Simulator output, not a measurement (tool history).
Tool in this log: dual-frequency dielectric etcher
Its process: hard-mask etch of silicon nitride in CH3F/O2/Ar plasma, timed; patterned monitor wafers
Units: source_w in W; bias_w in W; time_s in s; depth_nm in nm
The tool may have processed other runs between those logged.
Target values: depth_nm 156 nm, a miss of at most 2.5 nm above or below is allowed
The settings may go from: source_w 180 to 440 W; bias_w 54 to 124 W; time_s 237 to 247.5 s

{"run": 1, "hour": 0.0, "source_w": 310, "bias_w": 89, "time_s": 237, "depth_nm": 186.16}
{"run": 2, "hour": 4.6, "source_w": 270, "bias_w": 89, "time_s": 237, "depth_nm": 177.79}
{"run": 3, "hour": 13.4, "source_w": 270, "bias_w": 89, "time_s": 247.5, "depth_nm": 186.64}
{"run": 4, "hour": 15.6, "source_w": 270, "bias_w": 74, "time_s": 247.5, "depth_nm": 172.99}
{"run": 5, "hour": 24.3, "source_w": 250, "bias_w": 74, "time_s": 247.5, "depth_nm": 169.3}
{"run": 6, "hour": 30.2, "source_w": 250, "bias_w": 67, "time_s": 247.5, "depth_nm": 163.12}
{"run": 7, "hour": 32.2, "source_w": 250, "bias_w": 67, "time_s": 247.5, "depth_nm": 163.73}
{"run": 8, "hour": 37.2, "source_w": 240, "bias_w": 67, "time_s": 247.5, "depth_nm": 161.72}

Which single option among these 4 for the next run brings every result within its allowed miss of target? Just one does.
{"run": "A", "hour": 42.2, "source_w": 210, "bias_w": 82, "time_s": 237, "depth_nm": "?"}
{"run": "B", "hour": 42.2, "source_w": 230, "bias_w": 62, "time_s": 240, "depth_nm": "?"}
{"run": "C", "hour": 42.2, "source_w": 240, "bias_w": 67, "time_s": 245.5, "depth_nm": "?"}
{"run": "D", "hour": 42.2, "source_w": 270, "bias_w": 59, "time_s": 244, "depth_nm": "?"}

move=A depth_nm=161.45
move=B depth_nm=150.42
move=C depth_nm=160.24
move=D depth_nm=156.89
A: as far off as the last run
B: takes the biggest miss from the last run beyond its target
C: gains on the last run, yet a result remains outside its allowed miss
D: every result lands within tolerance
Move D is the one to make.
